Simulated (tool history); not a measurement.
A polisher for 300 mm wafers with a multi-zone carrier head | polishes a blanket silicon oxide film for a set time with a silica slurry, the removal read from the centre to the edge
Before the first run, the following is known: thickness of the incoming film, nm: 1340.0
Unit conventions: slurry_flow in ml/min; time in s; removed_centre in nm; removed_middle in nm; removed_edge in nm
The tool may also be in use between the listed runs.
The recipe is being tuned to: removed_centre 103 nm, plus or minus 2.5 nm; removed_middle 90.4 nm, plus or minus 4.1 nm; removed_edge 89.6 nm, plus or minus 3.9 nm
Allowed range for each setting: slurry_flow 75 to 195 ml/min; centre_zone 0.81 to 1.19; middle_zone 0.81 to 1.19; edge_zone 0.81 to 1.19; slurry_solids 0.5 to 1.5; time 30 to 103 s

Run 1, hour 0: slurry_flow 125 ml/min, centre_zone 1, middle_zone 1, edge_zone 1, slurry_solids 1, time 66 s. Result: removed_centre 112.01 nm, removed_middle 113.95 nm, removed_edge 112.82 nm.
Run 2, hour 2.9: slurry_flow 125 ml/min, centre_zone 1, middle_zone 1, edge_zone 1, slurry_solids 1, time 76 s. Result: removed_centre 128.3 nm, removed_middle 130.4 nm, removed_edge 130.36 nm.
Run 3, hour 6.6: slurry_flow 125 ml/min, centre_zone 1, middle_zone 0.97, edge_zone 1, slurry_solids 1, time 76 s. Result: removed_centre 128.92 nm, removed_middle 125.2 nm, removed_edge 131.85 nm.
Run 4, hour 8.8: slurry_flow 125 ml/min, centre_zone 1.03, middle_zone 0.97, edge_zone 1, slurry_solids 1, time 76 s. Result: removed_centre 133.45 nm, removed_middle 127.51 nm, removed_edge 130.38 nm.
Run 5, hour 13: slurry_flow 125 ml/min, centre_zone 1, middle_zone 0.97, edge_zone 1, slurry_solids 1, time 76 s. Result: removed_centre 131.31 nm, removed_middle 127.84 nm, removed_edge 129.59 nm.
Run 6, hour 22: slurry_flow 120 ml/min, centre_zone 0.99, middle_zone 0.94, edge_zone 0.95, slurry_solids 0.9, time 76 s. Result: removed_centre 119.02 nm, removed_middle 120.3 nm, removed_edge 118.58 nm.
Run 7, hour 24: slurry_flow 115 ml/min, centre_zone 1.02, middle_zone 0.91, edge_zone 0.94, slurry_solids 0.8, time 75 s. Result: removed_centre 112.14 nm, removed_middle 105.57 nm, removed_edge 108.89 nm.
Run 8, hour 28.9: slurry_flow 110 ml/min, centre_zone 1.04, middle_zone 0.9, edge_zone 0.91, slurry_solids 0.75, time 75 s. Result: removed_centre 108.98 nm, removed_middle 98.166 nm, removed_edge 101.2 nm.
Run 9, hour 31.5: slurry_flow 80 ml/min, centre_zone 1.06, middle_zone 0.91, edge_zone 0.81, slurry_solids 0.75, time 75 s. Result: removed_centre 97.154 nm, removed_middle 89.662 nm, removed_edge 87.714 nm.

4 candidate next runs follow, results not yet known. Just one meets every target within its allowed miss. Identify it.
Run A, hour 34.1: slurry_flow 75 ml/min, centre_zone 1.03, middle_zone 0.95, edge_zone 0.81, slurry_solids 0.8, time 70 s. Result: removed_centre ?, removed_middle ?, removed_edge ?.
Run B, hour 34.1: slurry_flow 100 ml/min, centre_zone 1.08, middle_zone 0.91, edge_zone 0.83, slurry_solids 0.7, time 74 s. Result: removed_centre ?, removed_middle ?, removed_edge ?.
Run C, hour 34.1: slurry_flow 75 ml/min, centre_zone 1.08, middle_zone 0.95, edge_zone 0.82, slurry_solids 0.75, time 76 s. Result: removed_centre ?, removed_middle ?, removed_edge ?.
Run D, hour 34.1: slurry_flow 85 ml/min, centre_zone 1.05, middle_zone 0.85, edge_zone 0.9, slurry_solids 0.7, time 82 s. Result: removed_centre ?, removed_middle ?, removed_edge ?.

move  removed_centre  removed_middle  removed_edge
   A          89.329          84.775        87.179
   B          103.67          89.571        92.092
   C          97.784          88.448        91.467
   D          104.37          89.761        101.91
A: moves away from the targets compared with the last run
B: in spec on every target
C: an improvement on the last run, though not all results are within tolerance
D: gets the furthest-off result to its target, but another result is out of tolerance
So the answer is move B, the one that meets all the targets.

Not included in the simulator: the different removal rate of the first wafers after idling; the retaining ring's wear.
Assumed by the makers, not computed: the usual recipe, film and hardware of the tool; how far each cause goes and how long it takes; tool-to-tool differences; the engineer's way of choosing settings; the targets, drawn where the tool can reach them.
